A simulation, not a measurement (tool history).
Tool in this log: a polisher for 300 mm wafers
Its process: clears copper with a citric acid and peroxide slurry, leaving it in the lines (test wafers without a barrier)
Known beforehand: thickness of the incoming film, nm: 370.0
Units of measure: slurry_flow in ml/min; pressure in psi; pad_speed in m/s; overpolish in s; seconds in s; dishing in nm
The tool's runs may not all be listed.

{"run": 1, "hour": 0.0, "slurry_flow": 215, "pressure": 3.8, "pad_speed": 1.2, "slurry_solids": 1, "overpolish": 16, "seconds": 128.79, "dishing": 30.27}
{"run": 2, "hour": 0.9, "slurry_flow": 215, "pressure": 3.8, "pad_speed": 1.2, "slurry_solids": 0.9, "overpolish": 16, "seconds": 129.23, "dishing": 30.174}
{"run": 3, "hour": 3.9, "slurry_flow": 235, "pressure": 3.8, "pad_speed": 1.2, "slurry_solids": 0.9, "overpolish": 16, "seconds": 130.89, "dishing": 29.843}
{"run": 4, "hour": 11.3, "slurry_flow": 235, "pressure": 3.7, "pad_speed": 1.2, "slurry_solids": 0.9, "overpolish": 16, "seconds": 132.98, "dishing": 29.349}
{"run": 5, "hour": 16.6, "slurry_flow": 235, "pressure": 3.7, "pad_speed": 1.36, "slurry_solids": 0.9, "overpolish": 16, "seconds": 121.68, "dishing": 30.011}
{"run": 6, "hour": 22.4, "slurry_flow": 235, "pressure": 4.1, "pad_speed": 1.36, "slurry_solids": 0.9, "overpolish": 16, "seconds": 111.62, "dishing": 33.929}
{"run": 7, "hour": 30.3, "slurry_flow": 235, "pressure": 3.9, "pad_speed": 1.34, "slurry_solids": 0.9, "overpolish": 17, "seconds": 118.63, "dishing": 34.912}
{"run": 8, "hour": 38.5, "slurry_flow": 235, "pressure": 3.7, "pad_speed": 1.34, "slurry_solids": 0.9, "overpolish": 17, "seconds": 120.93, "dishing": 33.146}
{"run": 9, "hour": 41.9, "slurry_flow": 235, "pressure": 3.5, "pad_speed": 1.34, "slurry_solids": 0.9, "overpolish": 17, "seconds": 126.85, "dishing": 31.617}

Expected results for the next run?
{"run": 10, "hour": 44.7, "slurry_flow": 235, "pressure": 3.4, "pad_speed": 1.34, "slurry_solids": 0.9, "overpolish": 17, "seconds": "?", "dishing": "?"}

Run 10 produced seconds 129.17 s, dishing 30.177 nm.
